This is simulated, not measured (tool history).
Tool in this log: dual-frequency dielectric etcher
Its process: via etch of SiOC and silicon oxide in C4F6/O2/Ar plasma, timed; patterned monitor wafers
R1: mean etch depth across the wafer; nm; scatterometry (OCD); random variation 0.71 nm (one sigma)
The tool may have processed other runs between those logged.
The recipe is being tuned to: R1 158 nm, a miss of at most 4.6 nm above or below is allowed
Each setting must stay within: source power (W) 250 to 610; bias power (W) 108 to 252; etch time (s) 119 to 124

Run 1, hour 0: source power (W) 430, bias power (W) 180, etch time (s) 119. Result: R1 129.59 nm.
Run 2, hour 7.8: source power (W) 450, bias power (W) 185, etch time (s) 119.5. Result: R1 134.47 nm.
Run 3, hour 13.3: source power (W) 470, bias power (W) 188, etch time (s) 119.5. Result: R1 137.78 nm.
Run 4, hour 17: source power (W) 410, bias power (W) 188, etch time (s) 119.5. Result: R1 130.73 nm.
Run 5, hour 19.8: source power (W) 410, bias power (W) 169, etch time (s) 119.5. Result: R1 124.54 nm.
At hour 21: source power generator calibrated.
Run 6, hour 21: source power (W) 410, bias power (W) 150, etch time (s) 119.5. Result: R1 118.22 nm.
Run 7, hour 22.5: source power (W) 430, bias power (W) 157, etch time (s) 120. Result: R1 122.95 nm.
Run 8, hour 28.2: source power (W) 450, bias power (W) 164, etch time (s) 120.5. Result: R1 128.58 nm.
Run 9, hour 37: source power (W) 470, bias power (W) 169, etch time (s) 121. Result: R1 132.59 nm.
Run 10, hour 42.3: source power (W) 480, bias power (W) 174, etch time (s) 121.5. Result: R1 135.96 nm.

4 candidate next runs follow, results not yet known. Just one meets every target within its allowed miss. Identify it.
Run A, hour 47.6: source power (W) 550, bias power (W) 206, etch time (s) 124. Result: R1 ?.
Run B, hour 47.6: source power (W) 480, bias power (W) 165, etch time (s) 121.5. Result: R1 ?.
Run C, hour 47.6: source power (W) 530, bias power (W) 134, etch time (s) 124. Result: R1 ?.
Run D, hour 47.6: source power (W) 510, bias power (W) 141, etch time (s) 119. Result: R1 ?.

move      R1
   A  158.24
   B  132.96
   C  125.09
   D  121.99
A: every result within its allowed miss
B: the biggest miss grows against the last run
C: the biggest miss grows against the last run
D: the biggest miss grows against the last run
Move A is the one to make.

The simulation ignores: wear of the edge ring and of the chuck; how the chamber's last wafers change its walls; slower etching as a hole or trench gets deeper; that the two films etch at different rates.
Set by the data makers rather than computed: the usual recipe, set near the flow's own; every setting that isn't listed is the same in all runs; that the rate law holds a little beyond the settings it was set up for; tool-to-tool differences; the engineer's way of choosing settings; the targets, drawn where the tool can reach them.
